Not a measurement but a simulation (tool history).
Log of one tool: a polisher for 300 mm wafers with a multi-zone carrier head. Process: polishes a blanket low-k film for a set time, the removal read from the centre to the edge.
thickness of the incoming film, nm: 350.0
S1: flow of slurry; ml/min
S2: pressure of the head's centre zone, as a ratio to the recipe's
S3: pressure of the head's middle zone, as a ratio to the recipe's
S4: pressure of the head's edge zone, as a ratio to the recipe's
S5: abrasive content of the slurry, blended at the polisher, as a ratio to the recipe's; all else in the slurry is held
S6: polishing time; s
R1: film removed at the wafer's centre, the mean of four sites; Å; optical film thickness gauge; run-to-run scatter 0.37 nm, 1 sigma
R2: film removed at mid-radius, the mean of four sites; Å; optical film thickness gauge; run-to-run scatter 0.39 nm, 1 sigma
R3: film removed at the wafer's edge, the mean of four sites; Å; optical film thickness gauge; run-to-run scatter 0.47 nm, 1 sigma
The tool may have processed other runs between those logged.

run 1 hour=0 | S1=310 S2=1 S3=1 S4=1 S5=1 S6=44 | R1=229.72 R2=229.63 R3=224.39
run 2 hour=2.6 | S1=310 S2=1 S3=0.92 S4=1 S5=1 S6=44 | R1=233.54 R2=216.39 R3=221.1
run 3 hour=10.1 | S1=355 S2=1 S3=0.92 S4=1 S5=1 S6=44 | R1=230.17 R2=215.45 R3=226.58
run 4 hour=13.8 | S1=355 S2=1 S3=0.84 S4=1 S5=1 S6=44 | R1=231.74 R2=202.63 R3=230.19
run 5 hour=19.4 | S1=360 S2=1 S3=0.88 S4=1 S5=1.05 S6=45 | R1=245.36 R2=218.72 R3=243.21
run 6 hour=21.1 | S1=360 S2=1 S3=0.88 S4=1 S5=1.15 S6=45 | R1=254.37 R2=233.1 R3=250.02
run 7 hour=28.6 | S1=360 S2=1 S3=0.88 S4=1 S5=1.15 S6=45 | R1=253.24 R2=234.83 R3=255.54
run 8 hour=31 | S1=360 S2=1.01 S3=0.91 S4=1 S5=1.2 S6=46 | R1=265.75 R2=245.69 R3=268.43
run 9 hour=36.9 | S1=345 S2=1.01 S3=0.94 S4=0.98 S5=1.25 S6=47 | R1=279.41 R2=264.42 R3=265.37
run 10 hour=45.2 | S1=415 S2=1 S3=1.04 S4=1.08 S5=1.5 S6=54 | R1=349.49 R2=356.4 R3=350.06
run 11 hour=53 | S1=415 S2=1 S3=1.05 S4=1.08 S5=1.5 S6=54 | R1=345.67 R2=364.61 R3=348.15
run 12 hour=57 | S1=415 S2=1 S3=1.06 S4=1.08 S5=1.5 S6=54 | R1=348.5 R2=366.19 R3=349.97
run 13 hour=65.9 | S1=415 S2=1 S3=1.07 S4=1.08 S5=1.5 S6=54 | R1=342.28 R2=365.63 R3=351.05
run 14 hour=67.7 | S1=415 S2=1.01 S3=1.08 S4=1.07 S5=1.5 S6=54 | R1=348.84 R2=371.45 R3=350.14

What does the tool deliver on the next run?
run 15 hour=73.1 | S1=415 S2=1.01 S3=1.09 S4=1.07 S5=1.5 S6=54 | R1=? R2=? R3=?

R1: 348.13 Å
R2: 369.32 Å
R3: 348.59 Å
